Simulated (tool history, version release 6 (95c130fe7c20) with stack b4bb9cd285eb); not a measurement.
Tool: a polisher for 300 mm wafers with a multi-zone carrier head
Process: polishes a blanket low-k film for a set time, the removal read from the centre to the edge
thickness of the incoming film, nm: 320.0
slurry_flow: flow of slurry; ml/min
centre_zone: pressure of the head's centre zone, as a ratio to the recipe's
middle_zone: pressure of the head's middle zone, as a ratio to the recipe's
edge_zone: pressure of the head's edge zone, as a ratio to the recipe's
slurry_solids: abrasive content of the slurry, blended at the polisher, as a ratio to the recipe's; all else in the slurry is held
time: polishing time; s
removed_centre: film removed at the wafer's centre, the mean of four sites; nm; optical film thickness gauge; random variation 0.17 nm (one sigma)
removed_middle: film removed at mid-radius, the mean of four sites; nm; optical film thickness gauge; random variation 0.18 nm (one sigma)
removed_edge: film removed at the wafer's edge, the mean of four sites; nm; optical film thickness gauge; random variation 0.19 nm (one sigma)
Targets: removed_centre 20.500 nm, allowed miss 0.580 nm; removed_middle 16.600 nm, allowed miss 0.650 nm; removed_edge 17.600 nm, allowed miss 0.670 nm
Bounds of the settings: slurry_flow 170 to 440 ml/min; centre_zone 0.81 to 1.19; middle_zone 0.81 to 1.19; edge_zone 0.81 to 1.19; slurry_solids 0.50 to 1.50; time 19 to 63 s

run  hour  slurry_flow  centre_zone  middle_zone  edge_zone  slurry_solids  time  removed_centre  removed_middle  removed_edge
  1   0.0          280         1.00         1.00       1.00           1.00    41          21.667          21.692        21.273
  2   1.0          280         1.01         0.98       0.99           1.00    41          22.192          21.512        21.711
  3   7.9          280         1.02         0.97       0.98           0.95    41          21.992          20.667        21.243
  4  15.4          280         1.03         0.97       0.97           0.90    41          21.659          20.046        21.083
  5  16.9          225         1.03         0.97       0.97           0.90    41          20.629          19.691        20.070
     24.1  -- slurry nozzle cleaned
  6  24.1          225         0.97         0.97       0.97           0.90    41          20.667          20.862        20.640
  7  27.4          225         0.99         0.97       0.96           0.90    41          21.230          20.191        20.323
  8  28.3          220         1.00         0.97       0.95           0.90    41          21.148          19.964        20.516

5 next moves are on the table. One of them brings every result within its allowed miss. Which?
  A  29.2          280         1.09         0.85       0.87           0.95    35               ?               ?             ?
  B  29.2          190         1.13         1.08       0.81           1.00    33               ?               ?             ?
  C  29.2          230         1.11         1.02       0.83           0.95    35               ?               ?             ?
  D  29.2          185         1.17         0.87       0.84           0.90    37               ?               ?             ?
  E  29.2          235         0.83         0.94       1.09           0.75    51               ?               ?             ?

move  removed_centre  removed_middle  removed_edge
   A          20.863          16.438        17.978
   B          19.732          18.458        16.274
   C          20.728          18.725        17.371
   D          21.732          16.452        17.670
   E          21.058          23.081        25.236
A: meets every target
B: nearer than the last run, and not there yet
C: nearer than the last run, and not there yet
D: brings the result that was furthest off to its target, and leaves another outside
E: further off than the last run
The right move is A.
